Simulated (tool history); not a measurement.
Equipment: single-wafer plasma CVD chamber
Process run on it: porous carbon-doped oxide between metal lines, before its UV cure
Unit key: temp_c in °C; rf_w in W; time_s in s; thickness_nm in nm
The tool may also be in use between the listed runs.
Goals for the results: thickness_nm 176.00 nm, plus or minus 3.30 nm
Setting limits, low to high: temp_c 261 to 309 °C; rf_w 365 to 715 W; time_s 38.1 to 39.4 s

run  hour  temp_c  rf_w  time_s  thickness_nm
  1   0.0     285   540    38.1        223.16
  2   7.9     285   540    38.1        223.11
  3  10.8     290   540    38.1        215.79
  4  18.3     290   490    38.1        206.33
  5  19.2     290   440    38.1        195.50
  6  27.0     294   435    38.1        189.22
  7  35.3     296   430    38.1        187.81
  8  44.0     299   425    38.1        182.41
  9  49.0     300   425    38.1        181.73
 10  50.3     301   425    38.1        180.53

Of the 4 settings listed for the next run, only one would bring every result within its allowed miss of target. Which one?
  A  51.6     299   430    38.1             ?
  B  51.6     309   405    38.1             ?
  C  51.6     292   365    38.1             ?
  D  51.6     302   450    38.7             ?

move  thickness_nm
   A        183.57
   B        168.29
   C        176.21
   D        187.06
A: its largest miss is bigger than the last run's
B: carries the result that was furthest off beyond its target, to the other side
C: all results in spec
D: its largest miss is bigger than the last run's
The right move is C.

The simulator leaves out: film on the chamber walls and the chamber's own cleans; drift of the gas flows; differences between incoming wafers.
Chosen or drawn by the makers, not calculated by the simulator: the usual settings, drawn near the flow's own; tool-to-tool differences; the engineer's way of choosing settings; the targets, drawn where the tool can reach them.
